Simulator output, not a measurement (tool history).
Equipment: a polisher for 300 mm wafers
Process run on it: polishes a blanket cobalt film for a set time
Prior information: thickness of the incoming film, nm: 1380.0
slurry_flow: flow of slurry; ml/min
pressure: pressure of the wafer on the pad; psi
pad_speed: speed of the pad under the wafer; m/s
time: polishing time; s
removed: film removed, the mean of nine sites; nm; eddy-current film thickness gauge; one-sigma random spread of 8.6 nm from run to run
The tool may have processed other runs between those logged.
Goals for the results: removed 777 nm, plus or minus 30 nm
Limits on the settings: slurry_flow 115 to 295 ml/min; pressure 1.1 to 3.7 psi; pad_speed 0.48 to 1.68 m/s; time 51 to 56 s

| run | hour | slurry_flow | pressure | pad_speed | time | removed |
|---|---|---|---|---|---|---|
| 1 | 0 | 190 | 2.4 | 1.08 | 56 | 386.95 |
| 2 | 2.3 | 190 | 2.1 | 1.08 | 56 | 347.54 |
| 3 | 8 | 195 | 2.5 | 1.14 | 56 | 435.1 |
| 4 | 10.6 | 240 | 2.5 | 1.14 | 56 | 446.59 |
| 5 | 17 | 240 | 2.8 | 1.16 | 56 | 507.62 |
| 6 | 19.1 | 240 | 2.8 | 1.44 | 56 | 626.31 |
| 7 | 23.6 | 240 | 2.9 | 1.44 | 56 | 645.36 |
| 8 | 28 | 240 | 3 | 1.44 | 56 | 668.44 |
| 9 | 34.8 | 240 | 3.1 | 1.44 | 56 | 672.54 |
| 10 | 37.7 | 245 | 3.2 | 1.44 | 56 | 713.06 |
| 11 | 40.4 | 250 | 3.3 | 1.44 | 56 | 735.26 |

Next run, 5 choices. One meets every target within its allowed miss, the rest don't. Which?
| A | 43.1 | 295 | 3.7 | 1.46 | 56 | ? |
| B | 43.1 | 250 | 3.5 | 1.54 | 56 | ? |
| C | 43.1 | 270 | 3.6 | 1.44 | 54 | ? |
| D | 43.1 | 240 | 3.4 | 1.32 | 56 | ? |
| E | 43.1 | 255 | 3.3 | 1.68 | 56 | ? |

| move | removed |
|---|---|
| A | 861.41 |
| B | 844.92 |
| C | 790.86 |
| D | 703.13 |
| E | 870.53 |
A: the result that was furthest off in the last run now lies on the other side of its target
B: the result that was furthest off in the last run now lies on the other side of its target
C: in spec on every target
D: misses by more than the last run did
E: the result that was furthest off in the last run now lies on the other side of its target
C is the move that brings every result within its allowed miss.
